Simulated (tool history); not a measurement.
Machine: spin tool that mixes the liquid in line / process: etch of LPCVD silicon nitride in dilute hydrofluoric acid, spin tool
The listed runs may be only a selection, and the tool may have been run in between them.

| run | hour | temperature setpoint of the liquid (K) | parts of water to one part of 49 % hydrofluoric acid (parts by volume) | time under the liquid (s) | thickness taken off the LPCVD silicon nitride on a monitor wafer (nm) |
|---|---|---|---|---|---|
| 1 | 0 | 297.15 | 60 | 60 | 0.46107 |
| 2 | 1.5 | 297.15 | 60 | 40 | 0.30142 |
| 3 | 3.2 | 298.15 | 55 | 40 | 0.35388 |
| 4 | 8.6 | 300.15 | 55 | 40 | 0.38783 |
| 5 | 9.8 | 300.15 | 40 | 40 | 0.56579 |
| 6 | 13 | 300.15 | 40 | 60 | 0.83032 |

Run 7 comes next. What will it give?
| 7 | 18.7 | 300.65 | 40 | 60 | ? |

Logged for run 7: thickness taken off the LPCVD silicon nitride on a monitor wafer (nm) 0.83882.
